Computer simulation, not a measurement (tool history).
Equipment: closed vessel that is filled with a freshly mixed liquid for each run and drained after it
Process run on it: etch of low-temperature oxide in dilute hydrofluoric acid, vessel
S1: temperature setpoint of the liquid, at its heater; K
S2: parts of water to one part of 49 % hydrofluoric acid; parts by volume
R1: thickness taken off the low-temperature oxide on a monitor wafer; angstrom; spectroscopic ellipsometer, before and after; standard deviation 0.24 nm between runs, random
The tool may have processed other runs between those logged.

{"run": 1, "day": 0.0, "S1": 299.15, "S2": 105, "time in the liquid (s)": 85, "R1": 140.69}
{"run": 2, "day": 0.133, "S1": 300.65, "S2": 100, "time in the liquid (s)": 85, "R1": 158.16}
{"run": 3, "day": 0.5, "S1": 300.65, "S2": 100, "time in the liquid (s)": 90, "R1": 169.4}
{"run": 4, "day": 0.596, "S1": 297.65, "S2": 100, "time in the liquid (s)": 90, "R1": 152.09}
{"run": 5, "day": 0.738, "S1": 299.15, "S2": 95, "time in the liquid (s)": 90, "R1": 167.67}
{"run": 6, "day": 1.1, "S1": 300.65, "S2": 90, "time in the liquid (s)": 90, "R1": 190.55}
{"run": 7, "day": 1.483, "S1": 301.65, "S2": 90, "time in the liquid (s)": 90, "R1": 201.33}
{"run": 8, "day": 1.538, "S1": 302.65, "S2": 90, "time in the liquid (s)": 90, "R1": 206.99}
{"run": 9, "day": 1.725, "S1": 303.65, "S2": 90, "time in the liquid (s)": 90, "R1": 213.59}
{"run": 10, "day": 2.062, "S1": 304.15, "S2": 90, "time in the liquid (s)": 90, "R1": 219.05}
{"run": 11, "day": 2.146, "S1": 304.65, "S2": 90, "time in the liquid (s)": 90, "R1": 220.83}
{"run": 12, "day": 2.333, "S1": 305.15, "S2": 90, "time in the liquid (s)": 90, "R1": 225.76}
{"run": 13, "day": 2.646, "S1": 305.15, "S2": 90, "time in the liquid (s)": 90, "R1": 223.57}
{"run": 14, "day": 2.988, "S1": 305.65, "S2": 90, "time in the liquid (s)": 90, "R1": 230.11}

Forecast run 15:
{"run": 15, "day": 3.308, "S1": 306.15, "S2": 90, "time in the liquid (s)": 90, "R1": "?"}

R1: 234.44 angstrom
